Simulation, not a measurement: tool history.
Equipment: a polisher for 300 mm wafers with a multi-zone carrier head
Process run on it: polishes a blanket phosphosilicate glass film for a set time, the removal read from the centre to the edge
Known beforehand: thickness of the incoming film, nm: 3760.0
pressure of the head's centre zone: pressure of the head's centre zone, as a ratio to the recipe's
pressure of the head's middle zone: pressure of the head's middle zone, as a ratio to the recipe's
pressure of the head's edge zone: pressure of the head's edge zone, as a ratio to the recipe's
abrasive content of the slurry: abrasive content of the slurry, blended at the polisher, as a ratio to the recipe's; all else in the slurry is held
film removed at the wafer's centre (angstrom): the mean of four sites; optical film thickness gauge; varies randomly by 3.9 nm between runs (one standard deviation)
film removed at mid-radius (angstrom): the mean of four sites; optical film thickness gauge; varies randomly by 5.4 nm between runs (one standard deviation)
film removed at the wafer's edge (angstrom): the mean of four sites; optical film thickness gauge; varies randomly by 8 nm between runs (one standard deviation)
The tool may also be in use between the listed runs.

| run | day | flow of slurry (ml/min) | pressure of the head's centre zone | pressure of the head's middle zone | pressure of the head's edge zone | abrasive content of the slurry | polishing time (s) | film removed at the wafer's centre (angstrom) | film removed at mid-radius (angstrom) | film removed at the wafer's edge (angstrom) |
|---|---|---|---|---|---|---|---|---|---|---|
| 1 | 0.000 | 245 | 1.00 | 1.00 | 1.00 | 1.00 | 88 | 11701.0 | 11784.0 | 11552.0 |
| 2 | 0.183 | 245 | 1.00 | 1.08 | 1.00 | 1.00 | 88 | 11788.0 | 12430.0 | 11714.0 |
| 3 | 0.408 | 240 | 0.99 | 1.05 | 1.00 | 0.95 | 85 | 10857.0 | 11390.0 | 10874.0 |
| 4 | 0.646 | 235 | 0.98 | 1.02 | 1.01 | 0.90 | 83 | 10247.0 | 10785.0 | 10276.0 |
| 5 | 0.942 | 235 | 0.98 | 1.02 | 0.95 | 0.90 | 83 | 10196.0 | 10563.0 | 10065.0 |
| 6 | 1.021 | 235 | 0.98 | 0.94 | 0.95 | 0.90 | 83 | 10153.0 | 9772.0 | 9965.8 |
| 7 | 1.346 | 230 | 0.97 | 0.92 | 0.95 | 0.85 | 81 | 9377.4 | 9214.2 | 9678.9 |
| 8 | 1.438 | 230 | 0.96 | 0.91 | 0.94 | 0.80 | 79 | 8788.3 | 8581.9 | 8940.0 |
| 9 | 1.617 | 225 | 0.95 | 0.90 | 0.94 | 0.75 | 78 | 8203.7 | 7934.1 | 8260.5 |
| 10 | 1.771 | 220 | 0.94 | 0.89 | 0.94 | 0.75 | 78 | 8086.7 | 7773.0 | 8386.1 |
| 11 | 2.112 | 215 | 0.84 | 0.83 | 0.84 | 0.50 | 68 | 4458.1 | 4685.0 | 4918.4 |
| 12 | 2.321 | 265 | 0.94 | 0.93 | 0.94 | 0.50 | 59 | 4485.4 | 4560.5 | 4654.1 |

Run 13, settings as shown, results not yet in. Your forecast:
| 13 | 2.425 | 255 | 0.95 | 0.94 | 0.97 | 0.50 | 59 | ? | ? | ? |

{"run 13": {"film removed at the wafer's centre (angstrom)": 4514.4, "film removed at mid-radius (angstrom)": 4495.1, "film removed at the wafer's edge (angstrom)": 4621.9}}

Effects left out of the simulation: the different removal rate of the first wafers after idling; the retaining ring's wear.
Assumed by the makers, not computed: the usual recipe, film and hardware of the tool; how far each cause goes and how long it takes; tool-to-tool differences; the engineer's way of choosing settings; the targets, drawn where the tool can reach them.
